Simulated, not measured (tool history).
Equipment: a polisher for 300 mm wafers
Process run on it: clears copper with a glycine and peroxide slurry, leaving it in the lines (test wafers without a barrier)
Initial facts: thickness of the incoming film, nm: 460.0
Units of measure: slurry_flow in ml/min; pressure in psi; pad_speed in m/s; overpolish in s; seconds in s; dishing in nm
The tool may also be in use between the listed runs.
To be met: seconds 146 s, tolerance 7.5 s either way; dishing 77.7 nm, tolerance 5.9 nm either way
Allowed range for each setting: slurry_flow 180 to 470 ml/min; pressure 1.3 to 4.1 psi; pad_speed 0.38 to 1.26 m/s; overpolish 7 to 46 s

run  hour  slurry_flow  pressure  pad_speed  overpolish  seconds  dishing
  1     0          300       2.7       0.82          24   109.51   63.321
  2   5.1          300       2.5        0.8          27   120.92    67.52
  3   6.8          245       2.5        0.8          27   122.26   64.756
  4  14.4          245       2.4        0.8          29   121.85   65.127
  5    19          250       2.3       0.78          32   132.02   70.145
  6  27.6          250       2.3       0.78          23   132.69   53.369
  7  36.3          255       2.2       0.78          27   134.82   57.489
  8  45.1          255       2.2       0.78          27    136.1   59.173
  9  46.7          260       2.1       0.78          30   138.11   62.971
 10  50.1          260       2.1       0.78          32    138.3   68.113
 11  53.4          260       2.1       0.78          33   142.56    70.01
 12  55.3          260       2.1       0.78          34   142.08   69.624

4 next moves are on the table. One of them brings every result within its allowed miss. Which?
  A  57.2          195       1.9       0.86          41        ?        ?
  B  57.2          220       1.8       0.88          29        ?        ?
  C  57.2          240       1.9       0.84          33        ?        ?
  D  57.2          260       2.1       0.76          33        ?        ?

move  seconds  dishing
   A   141.38   79.393
   B   140.84    61.37
   C   139.59   68.496
   D   140.26   68.789
A: every result lands within tolerance
B: lands further from the targets than the last run did
C: lands further from the targets than the last run did
D: lands further from the targets than the last run did
Answer: A

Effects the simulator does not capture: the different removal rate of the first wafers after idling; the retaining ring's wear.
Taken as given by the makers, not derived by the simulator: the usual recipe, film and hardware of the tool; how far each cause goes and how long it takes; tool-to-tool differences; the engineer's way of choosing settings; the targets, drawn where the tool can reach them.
